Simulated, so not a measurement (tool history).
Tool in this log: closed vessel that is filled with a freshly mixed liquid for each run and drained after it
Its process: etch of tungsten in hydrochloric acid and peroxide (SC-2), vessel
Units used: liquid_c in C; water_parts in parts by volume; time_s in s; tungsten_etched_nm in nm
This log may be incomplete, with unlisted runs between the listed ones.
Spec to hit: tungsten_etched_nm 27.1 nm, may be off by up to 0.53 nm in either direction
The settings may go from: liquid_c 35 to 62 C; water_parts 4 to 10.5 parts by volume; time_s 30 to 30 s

| run | hour | liquid_c | water_parts | time_s | tungsten_etched_nm |
|---|---|---|---|---|---|
| 1 | 0 | 46 | 5.5 | 30 | 10.248 |
| 2 | 1.3 | 46 | 6.5 | 30 | 8.981 |
| 3 | 8.7 | 48.5 | 6.5 | 30 | 10.744 |
| 4 | 13 | 48.5 | 5 | 30 | 13.137 |
|  | 19.5 | new drum of peroxide connected |
| 5 | 19.5 | 50 | 5 | 30 | 15.188 |
| 6 | 23.7 | 51 | 5 | 30 | 15.961 |
| 7 | 31.1 | 52 | 5 | 30 | 17.281 |
| 8 | 40.4 | 53 | 5 | 30 | 18.511 |
| 9 | 47.9 | 53 | 5 | 30 | 18.325 |

5 candidate next runs follow, results not yet known. Just one meets every target within its allowed miss. Identify it.
| A | 55.4 | 58.5 | 4.5 | 30 | ? |
| B | 55.4 | 57 | 4 | 30 | ? |
| C | 55.4 | 50.5 | 5.5 | 30 | ? |
| D | 55.4 | 59.5 | 5 | 30 | ? |
| E | 55.4 | 61 | 6 | 30 | ? |

| move | tungsten_etched_nm |
|---|---|
| A | 28.268 |
| B | 27.838 |
| C | 14.581 |
| D | 27.959 |
| E | 26.874 |
A: takes the biggest miss from the last run beyond its target
B: takes the biggest miss from the last run beyond its target
C: its largest miss is bigger than the last run's
D: takes the biggest miss from the last run beyond its target
E: in spec on every target
Move E is the one to make.

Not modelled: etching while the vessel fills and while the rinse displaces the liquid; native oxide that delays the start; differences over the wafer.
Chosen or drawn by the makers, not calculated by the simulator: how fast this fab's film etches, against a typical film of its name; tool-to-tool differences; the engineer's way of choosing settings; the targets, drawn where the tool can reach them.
